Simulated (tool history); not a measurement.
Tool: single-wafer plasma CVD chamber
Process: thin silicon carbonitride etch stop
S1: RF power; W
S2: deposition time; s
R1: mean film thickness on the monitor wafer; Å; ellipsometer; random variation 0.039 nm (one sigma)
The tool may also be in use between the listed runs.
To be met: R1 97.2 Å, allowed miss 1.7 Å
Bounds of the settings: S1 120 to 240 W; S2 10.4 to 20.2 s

{"run": 1, "hour": 0.0, "S1": 180, "S2": 15.3, "R1": 81.116}
{"run": 2, "hour": 6.5, "S1": 165, "S2": 15.3, "R1": 79.644}
{"run": 3, "hour": 8.2, "S1": 175, "S2": 15.7, "R1": 82.834}
{"run": 4, "hour": 10.6, "S1": 185, "S2": 16, "R1": 86.008}
{"run": 5, "hour": 16.2, "S1": 190, "S2": 16.2, "R1": 87.329}
{"run": 6, "hour": 21.7, "S1": 190, "S2": 14.9, "R1": 80.186}
{"run": 7, "hour": 24.1, "S1": 195, "S2": 15.3, "R1": 82.761}
{"run": 8, "hour": 26.8, "S1": 200, "S2": 15.7, "R1": 85.838}

5 next moves are on the table. One of them brings every result within its allowed miss. Which?
{"run": "A", "hour": 29.5, "S1": 190, "S2": 13.1, "R1": "?"}
{"run": "B", "hour": 29.5, "S1": 200, "S2": 18.4, "R1": "?"}
{"run": "C", "hour": 29.5, "S1": 190, "S2": 13.2, "R1": "?"}
{"run": "D", "hour": 29.5, "S1": 185, "S2": 13.9, "R1": "?"}
{"run": "E", "hour": 29.5, "S1": 190, "S2": 18, "R1": "?"}

move=A R1=70.159
move=B R1=99.838
move=C R1=70.695
move=D R1=73.944
move=E R1=96.402
A: further off than the last run
B: takes the result that was furthest off past its target
C: further off than the last run
D: further off than the last run
E: meets every target
Answer: E

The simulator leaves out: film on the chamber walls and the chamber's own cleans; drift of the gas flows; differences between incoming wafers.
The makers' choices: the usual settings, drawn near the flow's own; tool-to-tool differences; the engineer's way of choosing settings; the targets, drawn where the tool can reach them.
